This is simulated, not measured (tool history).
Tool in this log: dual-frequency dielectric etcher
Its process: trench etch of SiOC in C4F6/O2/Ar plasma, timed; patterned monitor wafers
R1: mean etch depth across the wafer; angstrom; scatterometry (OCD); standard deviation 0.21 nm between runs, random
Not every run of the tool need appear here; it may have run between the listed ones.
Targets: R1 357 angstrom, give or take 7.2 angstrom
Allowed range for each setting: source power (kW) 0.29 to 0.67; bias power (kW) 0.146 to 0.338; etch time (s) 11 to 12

{"run": 1, "hour": 0.0, "source power (kW)": 0.48, "bias power (kW)": 0.242, "etch time (s)": 12, "R1": 310.91}
{"run": 2, "hour": 4.8, "source power (kW)": 0.48, "bias power (kW)": 0.242, "etch time (s)": 11, "R1": 285.75}
{"run": 3, "hour": 10.3, "source power (kW)": 0.48, "bias power (kW)": 0.242, "etch time (s)": 11, "R1": 286.69}
{"run": 4, "hour": 13.9, "source power (kW)": 0.48, "bias power (kW)": 0.204, "etch time (s)": 11, "R1": 270.56}
{"run": 5, "hour": 14.7, "source power (kW)": 0.48, "bias power (kW)": 0.204, "etch time (s)": 12, "R1": 291.86}
{"run": 6, "hour": 15.6, "source power (kW)": 0.48, "bias power (kW)": 0.168, "etch time (s)": 12, "R1": 278.9}
{"run": 7, "hour": 21.0, "source power (kW)": 0.51, "bias power (kW)": 0.18, "etch time (s)": 12, "R1": 289.98}
{"run": 8, "hour": 28.7, "source power (kW)": 0.54, "bias power (kW)": 0.189, "etch time (s)": 12, "R1": 304.17}
{"run": 9, "hour": 35.1, "source power (kW)": 0.56, "bias power (kW)": 0.193, "etch time (s)": 12, "R1": 309.95}

Which one of the following 4 next-run settings gets every result inside its allowed miss? There is exactly one.
{"run": "A", "hour": 41.5, "source power (kW)": 0.66, "bias power (kW)": 0.29, "etch time (s)": 11.5, "R1": "?"}
{"run": "B", "hour": 41.5, "source power (kW)": 0.59, "bias power (kW)": 0.251, "etch time (s)": 12, "R1": "?"}
{"run": "C", "hour": 41.5, "source power (kW)": 0.57, "bias power (kW)": 0.183, "etch time (s)": 11.5, "R1": "?"}
{"run": "D", "hour": 41.5, "source power (kW)": 0.57, "bias power (kW)": 0.209, "etch time (s)": 12, "R1": "?"}

move=A R1=356.52
move=B R1=340.42
move=C R1=292.92
move=D R1=317.72
A: each result inside its tolerance
B: better than the last run, though not everything is in spec
C: lands further from the targets than the last run did
D: better than the last run, though not everything is in spec
So the answer is move A, the one that meets all the targets.
